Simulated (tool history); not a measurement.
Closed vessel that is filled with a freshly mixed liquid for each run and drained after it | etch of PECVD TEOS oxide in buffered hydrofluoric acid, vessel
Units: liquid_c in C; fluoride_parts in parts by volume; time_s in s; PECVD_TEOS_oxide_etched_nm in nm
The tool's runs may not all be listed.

run,hour,liquid_c,fluoride_parts,time_s,PECVD_TEOS_oxide_etched_nm
1,0.0,21.0,13.5,105,140.220
2,4.9,21.0,13.5,115,155.260
3,7.7,20.5,14.0,115,140.590
4,14.8,20.0,14.5,115,134.570
5,20.6,20.0,14.5,115,134.660
6,27.0,20.0,12.0,115,160.960
7,33.8,17.0,16.5,115,100.190
8,38.2,17.0,17.5,115,94.899

Forecast run 9:
9,43.1,17.0,18.5,115,?

{"run 9": {"PECVD_TEOS_oxide_etched_nm": 89.984}}
